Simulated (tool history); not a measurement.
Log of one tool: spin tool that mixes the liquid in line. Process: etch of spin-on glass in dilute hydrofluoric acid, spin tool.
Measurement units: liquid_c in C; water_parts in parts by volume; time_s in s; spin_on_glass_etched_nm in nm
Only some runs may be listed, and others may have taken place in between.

{"run": 1, "hour": 0.0, "liquid_c": 25.0, "water_parts": 150, "time_s": 295, "spin_on_glass_etched_nm": 55.413}
{"run": 2, "hour": 3.8, "liquid_c": 25.0, "water_parts": 170, "time_s": 295, "spin_on_glass_etched_nm": 47.375}
{"run": 3, "hour": 9.0, "liquid_c": 25.0, "water_parts": 170, "time_s": 295, "spin_on_glass_etched_nm": 47.2}
{"run": 4, "hour": 12.8, "liquid_c": 25.0, "water_parts": 170, "time_s": 320, "spin_on_glass_etched_nm": 51.68}
{"run": 5, "hour": 16.8, "liquid_c": 21.5, "water_parts": 170, "time_s": 320, "spin_on_glass_etched_nm": 44.856}
{"run": 6, "hour": 18.0, "liquid_c": 18.5, "water_parts": 170, "time_s": 320, "spin_on_glass_etched_nm": 39.885}
{"run": 7, "hour": 21.9, "liquid_c": 22.5, "water_parts": 165, "time_s": 320, "spin_on_glass_etched_nm": 48.813}

The next listed run, before its measurement:
{"run": 8, "hour": 22.8, "liquid_c": 24.0, "water_parts": 165, "time_s": 320, "spin_on_glass_etched_nm": "?"}

Logged for run 8: spin_on_glass_etched_nm 51.103 nm.
